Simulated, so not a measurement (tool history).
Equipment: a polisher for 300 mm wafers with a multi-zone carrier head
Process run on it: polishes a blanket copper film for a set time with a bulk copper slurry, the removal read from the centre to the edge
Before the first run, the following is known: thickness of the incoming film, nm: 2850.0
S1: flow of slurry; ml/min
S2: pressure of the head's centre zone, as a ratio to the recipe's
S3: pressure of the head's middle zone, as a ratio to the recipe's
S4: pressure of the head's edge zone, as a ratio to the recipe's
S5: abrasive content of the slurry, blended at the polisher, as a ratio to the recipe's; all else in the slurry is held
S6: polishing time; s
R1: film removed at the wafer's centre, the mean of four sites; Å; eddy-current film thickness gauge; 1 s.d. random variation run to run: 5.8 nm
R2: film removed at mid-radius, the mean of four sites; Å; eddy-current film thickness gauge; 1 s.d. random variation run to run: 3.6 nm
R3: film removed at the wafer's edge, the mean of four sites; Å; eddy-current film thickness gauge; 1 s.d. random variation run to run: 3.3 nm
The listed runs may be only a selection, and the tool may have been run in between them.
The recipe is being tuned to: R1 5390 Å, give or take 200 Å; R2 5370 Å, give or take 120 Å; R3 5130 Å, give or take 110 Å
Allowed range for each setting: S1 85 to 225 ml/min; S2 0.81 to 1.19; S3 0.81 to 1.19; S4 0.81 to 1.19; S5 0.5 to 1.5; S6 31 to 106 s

Run 1, hour 0: S1 145 ml/min, S2 1, S3 1, S4 1, S5 1, S6 68 s. Result: R1 4981.5 Å, R2 4804.6 Å, R3 4803.8 Å.
Run 2, hour 7.9: S1 145 ml/min, S2 1.07, S3 1, S4 1, S5 1, S6 68 s. Result: R1 5367.1 Å, R2 4809.8 Å, R3 4774.6 Å.
Run 3, hour 13.4: S1 145 ml/min, S2 1.07, S3 1, S4 0.94, S5 1, S6 68 s. Result: R1 5297.7 Å, R2 4868.3 Å, R3 4650.3 Å.
Run 4, hour 17.1: S1 160 ml/min, S2 1.05, S3 1.01, S4 0.96, S5 1, S6 68 s. Result: R1 5247.8 Å, R2 4947.4 Å, R3 4736.9 Å.
Run 5, hour 26.1: S1 170 ml/min, S2 1.04, S3 1.02, S4 0.98, S5 1, S6 68 s. Result: R1 5301.8 Å, R2 4978.3 Å, R3 4795.8 Å.
Run 6, hour 35.1: S1 170 ml/min, S2 1.04, S3 1.02, S4 1.07, S5 1, S6 68 s. Result: R1 5291.6 Å, R2 5043.1 Å, R3 5015.8 Å.
Run 7, hour 41.7: S1 180 ml/min, S2 1.04, S3 1.03, S4 1.07, S5 1, S6 68 s. Result: R1 5341.3 Å, R2 5145.6 Å, R3 5094 Å.
Run 8, hour 43.7: S1 185 ml/min, S2 1.04, S3 1.04, S4 1.07, S5 1, S6 68 s. Result: R1 5213.5 Å, R2 5150.6 Å, R3 5090.2 Å.

4 next moves are on the table. One of them brings every result within its allowed miss. Which?
Run A, hour 45.7: S1 175 ml/min, S2 0.96, S3 1, S4 1.06, S5 1, S6 74 s. Result: R1 ?, R2 ?, R3 ?.
Run B, hour 45.7: S1 185 ml/min, S2 1, S3 1.04, S4 1.13, S5 0.9, S6 68 s. Result: R1 ?, R2 ?, R3 ?.
Run C, hour 45.7: S1 190 ml/min, S2 1.04, S3 1.08, S4 1.09, S5 0.9, S6 70 s. Result: R1 ?, R2 ?, R3 ?.
Run D, hour 45.7: S1 175 ml/min, S2 1, S3 1.04, S4 0.91, S5 1.05, S6 70 s. Result: R1 ?, R2 ?, R3 ?.

move      R1      R2      R3
   A  5323.2  5405.2  5467.3
   B  4974.4  5048.5  5091.1
   C  5303.7    5383  5154.7
   D  5259.1  5343.7  4857.4
A: gets the furthest-off result to its target, but another result is out of tolerance
B: its largest miss is bigger than the last run's
C: every result within its allowed miss
D: gets the furthest-off result to its target, but another result is out of tolerance
So the answer is move C, the one that meets all the targets.

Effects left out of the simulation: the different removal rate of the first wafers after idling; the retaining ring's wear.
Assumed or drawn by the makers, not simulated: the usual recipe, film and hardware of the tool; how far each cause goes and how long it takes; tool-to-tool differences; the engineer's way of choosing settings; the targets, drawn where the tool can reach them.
